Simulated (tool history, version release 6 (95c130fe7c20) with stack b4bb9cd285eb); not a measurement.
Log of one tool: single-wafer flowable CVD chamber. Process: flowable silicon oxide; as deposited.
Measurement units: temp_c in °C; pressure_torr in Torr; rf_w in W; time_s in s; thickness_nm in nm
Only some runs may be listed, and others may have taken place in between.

run  hour  temp_c  pressure_torr  rf_w  time_s  thickness_nm
  1     0     105          0.805  1535     194          99.1
  2   7.3     102          0.806  1535     194        109.88
  3     8     102          0.806  1535     184        104.15
  4  12.6      99          0.807  1535     184        116.32
  5  18.8      97          0.807  1535     184        123.96
  6  23.3      95          0.807  1535     184        133.34

Run 7 comes next. What will it give?
  7  29.5      83          0.809  1535     184             ?

thickness_nm: 196.66 nm
